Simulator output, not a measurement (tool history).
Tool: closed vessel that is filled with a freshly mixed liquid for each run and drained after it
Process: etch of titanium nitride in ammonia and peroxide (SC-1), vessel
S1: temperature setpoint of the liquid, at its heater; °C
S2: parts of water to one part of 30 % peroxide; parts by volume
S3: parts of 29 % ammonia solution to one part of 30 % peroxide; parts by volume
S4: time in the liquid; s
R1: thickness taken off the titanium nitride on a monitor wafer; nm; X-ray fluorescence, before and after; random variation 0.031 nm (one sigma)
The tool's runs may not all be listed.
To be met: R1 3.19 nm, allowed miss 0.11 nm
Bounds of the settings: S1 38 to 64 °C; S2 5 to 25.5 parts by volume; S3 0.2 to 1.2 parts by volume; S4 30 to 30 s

run 1 day=0 | S1=48 S2=14.5 S3=0.85 S4=30 | R1=2.6622
run 2 day=0.167 | S1=45 S2=14.5 S3=0.85 S4=30 | R1=2.1294
run 3 day=0.375 | S1=45 S2=12 S3=0.85 S4=30 | R1=2.3613
run 4 day=0.554 | S1=39 S2=12 S3=0.85 S4=30 | R1=1.4789
run 5 day=0.783 | S1=41.5 S2=12 S3=0.85 S4=30 | R1=1.837
run 6 day=0.958 | S1=41.5 S2=12 S3=0.95 S4=30 | R1=1.8445
run 7 day=1.3 | S1=43.5 S2=12 S3=0.95 S4=30 | R1=2.1359
run 8 day=1.671 | S1=45 S2=12 S3=0.95 S4=30 | R1=2.4346

Which of these 5 next moves meets every target?
run A day=2.042 | S1=45.5 S2=7.5 S3=1 S4=30 | R1=?
run B day=2.042 | S1=50 S2=10.5 S3=1 S4=30 | R1=?
run C day=2.042 | S1=48 S2=14 S3=1.2 S4=30 | R1=?
run D day=2.042 | S1=41.5 S2=15 S3=1.2 S4=30 | R1=?
run E day=2.042 | S1=49 S2=9.5 S3=0.95 S4=30 | R1=?

move=A R1=3.1695
move=B R1=3.6946
move=C R1=2.8507
move=D R1=1.7222
move=E R1=3.5944
A: meets every target
B: takes the result that was furthest off past its target
C: nearer than the last run, and not there yet
D: further off than the last run
E: takes the result that was furthest off past its target
Move A is the one to make.

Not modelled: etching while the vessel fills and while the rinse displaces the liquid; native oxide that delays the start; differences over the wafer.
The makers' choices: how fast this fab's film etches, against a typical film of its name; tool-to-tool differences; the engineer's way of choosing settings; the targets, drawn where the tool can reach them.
